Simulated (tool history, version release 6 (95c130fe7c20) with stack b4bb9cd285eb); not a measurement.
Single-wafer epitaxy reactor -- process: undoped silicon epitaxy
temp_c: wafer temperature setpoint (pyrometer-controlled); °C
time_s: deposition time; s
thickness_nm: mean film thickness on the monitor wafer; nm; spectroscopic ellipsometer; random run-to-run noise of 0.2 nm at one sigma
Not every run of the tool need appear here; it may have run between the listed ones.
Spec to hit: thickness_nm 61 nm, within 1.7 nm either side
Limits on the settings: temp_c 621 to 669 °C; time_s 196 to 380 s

run	hour	temp_c	time_s	thickness_nm
1	0	645	288	39.85
2	3.7	645	253	34.987
3	4.8	653	253	41.72
4	7	653	215	35.408
5	15.1	659	215	40.484
6	21.9	661	224	43.815
7	29.3	663	232	47.362
8	37.4	664	238	49.503
9	38	665	243	51.552

Consider the 5 candidate settings below. Which is the only one whose results all fall within their allowed miss of target?
A	38.6	662	238	?
B	38.6	668	268	?
C	38.6	669	287	?
D	38.6	669	232	?
E	38.6	663	198	?

move	thickness_nm
A	47.392
B	60.549
C	66.21
D	53.522
E	40.27
A: moves away from the targets compared with the last run
B: each result inside its tolerance
C: pushes the last run's worst result past its target
D: nearer the targets than the last run, but a result is still out of spec
E: moves away from the targets compared with the last run
Go with B: it meets all targets.

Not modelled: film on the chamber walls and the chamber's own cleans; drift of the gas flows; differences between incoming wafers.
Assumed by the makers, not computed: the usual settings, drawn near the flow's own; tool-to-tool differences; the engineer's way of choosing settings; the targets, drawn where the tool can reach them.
